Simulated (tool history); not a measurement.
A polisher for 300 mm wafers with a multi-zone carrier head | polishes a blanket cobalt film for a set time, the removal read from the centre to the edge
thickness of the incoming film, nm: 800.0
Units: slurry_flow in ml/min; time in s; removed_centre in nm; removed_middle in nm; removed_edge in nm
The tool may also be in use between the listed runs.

run  hour  slurry_flow  centre_zone  middle_zone  edge_zone  time  removed_centre  removed_middle  removed_edge
  1     0          285            1            1          1    40          93.979          90.958        94.623
  2   7.6          285            1            1       0.93    40          93.208          95.014        92.203
  3   9.1          280         0.98         0.98       0.93    39          89.131          88.914        90.405
  4  15.8          280         0.98         0.98       0.93    29          67.544          67.233        67.872
  5  17.7          280         1.04         0.98       0.93    29          69.023          66.266        67.115
  6    19          280         1.02         0.98       0.94    29          68.362           66.44        68.104

The next listed run, before its measurement:
  7  23.5          280            1         0.99       0.95    29               ?               ?             ?

Run 7 gave removed_centre 68.083 nm, removed_middle 68.567 nm, removed_edge 69.467 nm.
